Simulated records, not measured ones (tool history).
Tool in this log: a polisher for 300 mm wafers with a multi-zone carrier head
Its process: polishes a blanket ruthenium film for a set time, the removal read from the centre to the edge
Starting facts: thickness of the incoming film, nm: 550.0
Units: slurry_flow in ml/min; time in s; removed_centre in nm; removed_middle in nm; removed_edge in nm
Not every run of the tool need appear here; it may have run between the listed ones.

run  hour  slurry_flow  centre_zone  middle_zone  edge_zone  time  removed_centre  removed_middle  removed_edge
  1   0.0          225         1.00         1.00       1.00    47          44.967          43.652        43.844
  2   7.6          220         1.01         0.96       0.97    44          42.026          38.836        39.552
  3  11.3          220         1.01         0.96       1.02    44          42.387          39.563        40.945
  4  14.2          210         1.01         0.92       0.99    42          40.100          35.908        38.849
     22.0  -- worn pad replaced by a new one
  5  22.0          210         1.01         0.92       0.96    42          43.591          40.399        41.824
  6  28.9          215         1.04         0.95       1.01    41          44.282          39.909        42.375
  7  31.6          250         1.03         0.91       0.98    37          40.037          35.777        38.063
  8  34.3          245         1.05         0.88       0.95    33          36.557          30.844        33.306

Run 9 comes next. What will it give?
  9  38.1          235         1.05         0.86       0.93    33               ?               ?             ?

Run 9 produced removed_centre 36.339 nm, removed_middle 29.829 nm, removed_edge 32.682 nm.
